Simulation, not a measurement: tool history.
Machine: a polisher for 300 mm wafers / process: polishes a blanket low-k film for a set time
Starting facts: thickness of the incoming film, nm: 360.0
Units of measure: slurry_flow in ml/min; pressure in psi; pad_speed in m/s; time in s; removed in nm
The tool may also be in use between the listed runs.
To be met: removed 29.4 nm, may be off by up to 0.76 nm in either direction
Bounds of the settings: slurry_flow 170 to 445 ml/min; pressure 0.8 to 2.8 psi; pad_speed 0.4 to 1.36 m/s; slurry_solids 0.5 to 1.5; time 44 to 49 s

run	hour	slurry_flow	pressure	pad_speed	slurry_solids	time	removed
1	0	285	1.8	0.88	1	49	19.988
2	3.1	285	1.8	0.7	1	49	17.223
3	6.9	285	2	0.7	1	49	18.973
4	14.8	285	2	0.7	1	44	17.217
5	19.2	285	2.2	0.74	1	44	19.495
6	20.4	250	2.2	0.74	1	44	19.351
7	27.3	255	2.3	0.76	1	44	20.42
8	30.2	255	2.8	0.92	1	44	28.283
9	35.1	255	2.8	0.92	1	44	28.553

Which single option among these 4 for the next run brings every result within its allowed miss of target? Just one does.
A	40	240	2.7	0.9	0.95	46	?
B	40	250	2.7	0.96	0.95	45	?
C	40	185	2.8	0.94	0.85	48	?
D	40	300	2.6	1.02	1	45	?

move	removed
A	27.412
B	28.124
C	27.889
D	29.498
A: lands further from the targets than the last run did
B: lands further from the targets than the last run did
C: lands further from the targets than the last run did
D: every result lands within tolerance
The move that meets every target is D.
